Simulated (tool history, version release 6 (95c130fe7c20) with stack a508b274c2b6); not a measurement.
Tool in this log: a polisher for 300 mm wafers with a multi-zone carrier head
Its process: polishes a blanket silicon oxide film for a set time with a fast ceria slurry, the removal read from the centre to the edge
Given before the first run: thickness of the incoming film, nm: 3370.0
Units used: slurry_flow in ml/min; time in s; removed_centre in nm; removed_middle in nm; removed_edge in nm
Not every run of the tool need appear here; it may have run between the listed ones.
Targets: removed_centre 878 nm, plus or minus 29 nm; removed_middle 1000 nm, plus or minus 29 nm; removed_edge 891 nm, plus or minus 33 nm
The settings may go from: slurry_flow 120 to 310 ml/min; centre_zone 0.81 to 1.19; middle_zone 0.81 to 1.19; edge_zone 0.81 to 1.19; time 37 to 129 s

Run 1, hour 0: slurry_flow 200 ml/min, centre_zone 1, middle_zone 1, edge_zone 1, time 83 s. Result: removed_centre 1093.2 nm, removed_middle 1129.2 nm, removed_edge 1103.7 nm.
Run 2, hour 4.3: slurry_flow 195 ml/min, centre_zone 0.98, middle_zone 1, edge_zone 0.97, time 81 s. Result: removed_centre 1047.8 nm, removed_middle 1108.6 nm, removed_edge 1059.8 nm.
Run 3, hour 5.3: slurry_flow 195 ml/min, centre_zone 0.98, middle_zone 1, edge_zone 1.04, time 81 s. Result: removed_centre 1043.6 nm, removed_middle 1106.4 nm, removed_edge 1099.3 nm.
Run 4, hour 10.8: slurry_flow 190 ml/min, centre_zone 0.97, middle_zone 1, edge_zone 1, time 79 s. Result: removed_centre 1011.9 nm, removed_middle 1068.8 nm, removed_edge 1039.8 nm.
Run 5, hour 18.3: slurry_flow 185 ml/min, centre_zone 0.95, middle_zone 1, edge_zone 0.97, time 78 s. Result: removed_centre 976.78 nm, removed_middle 1048.1 nm, removed_edge 1022.7 nm.
Run 6, hour 21.4: slurry_flow 185 ml/min, centre_zone 0.95, middle_zone 1, edge_zone 0.97, time 91 s. Result: removed_centre 1140.7 nm, removed_middle 1234.2 nm, removed_edge 1185.7 nm.
Run 7, hour 25.5: slurry_flow 185 ml/min, centre_zone 0.94, middle_zone 1.01, edge_zone 0.94, time 87 s. Result: removed_centre 1061.1 nm, removed_middle 1175.9 nm, removed_edge 1129.8 nm.
Run 8, hour 33.2: slurry_flow 185 ml/min, centre_zone 0.95, middle_zone 1.02, edge_zone 0.92, time 84 s. Result: removed_centre 1027.1 nm, removed_middle 1155.8 nm, removed_edge 1065 nm.
Run 9, hour 40: slurry_flow 180 ml/min, centre_zone 0.95, middle_zone 1.02, edge_zone 0.9, time 82 s. Result: removed_centre 1018.1 nm, removed_middle 1113.8 nm, removed_edge 1049.5 nm.
Run 10, hour 44.5: slurry_flow 185 ml/min, centre_zone 0.95, middle_zone 1.03, edge_zone 0.89, time 79 s. Result: removed_centre 977.09 nm, removed_middle 1097.5 nm, removed_edge 1010.2 nm.
Run 11, hour 46: slurry_flow 155 ml/min, centre_zone 0.94, middle_zone 1.02, edge_zone 0.81, time 72 s. Result: removed_centre 856.99 nm, removed_middle 969.96 nm, removed_edge 858.1 nm.
Run 12, hour 49.8: slurry_flow 160 ml/min, centre_zone 0.94, middle_zone 1.02, edge_zone 0.82, time 72 s. Result: removed_centre 870.45 nm, removed_middle 953.69 nm, removed_edge 867.53 nm.

Which single option among these 4 for the next run brings every result within its allowed miss of target? Just one does.
Run A, hour 53.6: slurry_flow 175 ml/min, centre_zone 1.01, middle_zone 0.95, edge_zone 0.83, time 68 s. Result: removed_centre ?, removed_middle ?, removed_edge ?.
Run B, hour 53.6: slurry_flow 220 ml/min, centre_zone 0.92, middle_zone 1.03, edge_zone 0.86, time 71 s. Result: removed_centre ?, removed_middle ?, removed_edge ?.
Run C, hour 53.6: slurry_flow 175 ml/min, centre_zone 0.99, middle_zone 1.11, edge_zone 0.81, time 70 s. Result: removed_centre ?, removed_middle ?, removed_edge ?.
Run D, hour 53.6: slurry_flow 195 ml/min, centre_zone 0.93, middle_zone 0.87, edge_zone 0.85, time 73 s. Result: removed_centre ?, removed_middle ?, removed_edge ?.

move  removed_centre  removed_middle  removed_edge
   A          904.63          861.82        822.59
   B          887.02          990.45        889.46
   C          913.68          1012.4           836
   D           906.7          871.92        902.28
A: the biggest miss grows against the last run
B: meets every target
C: brings the result that was furthest off to its target, and leaves another outside
D: the biggest miss grows against the last run
Move B is the one to make.
